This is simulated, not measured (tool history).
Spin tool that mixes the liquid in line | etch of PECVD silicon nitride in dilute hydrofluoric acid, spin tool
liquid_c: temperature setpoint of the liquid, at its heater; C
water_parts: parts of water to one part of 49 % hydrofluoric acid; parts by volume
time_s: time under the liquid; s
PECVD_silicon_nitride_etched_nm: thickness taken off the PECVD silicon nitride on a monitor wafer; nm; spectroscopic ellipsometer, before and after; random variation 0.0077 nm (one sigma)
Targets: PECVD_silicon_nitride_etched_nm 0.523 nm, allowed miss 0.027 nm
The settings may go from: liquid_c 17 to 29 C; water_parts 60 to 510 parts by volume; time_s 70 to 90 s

run	day	liquid_c	water_parts	time_s	PECVD_silicon_nitride_etched_nm
1	0	21	285	90	0.98027
2	0.321	18.5	285	90	0.80805
3	0.379	18	305	90	0.7459
4	0.425	18	305	70	0.58764
5	0.671	20.5	305	70	0.69804
6	0.896	20.5	305	90	0.8559
7	0.996	20	320	90	0.82962
8	1.075	19.5	340	90	0.74149

Which of these 5 next moves meets every target?
A	1.154	18.5	350	80	?
B	1.154	17	320	70	?
C	1.154	19.5	330	70	?
D	1.154	17.5	330	80	?
E	1.154	22	500	85	?

move	PECVD_silicon_nitride_etched_nm
A	0.60585
B	0.5242
C	0.59759
D	0.60101
E	0.56533
A: nearer than the last run, and not there yet
B: meets every target
C: nearer than the last run, and not there yet
D: nearer than the last run, and not there yet
E: nearer than the last run, and not there yet
The right move is B.
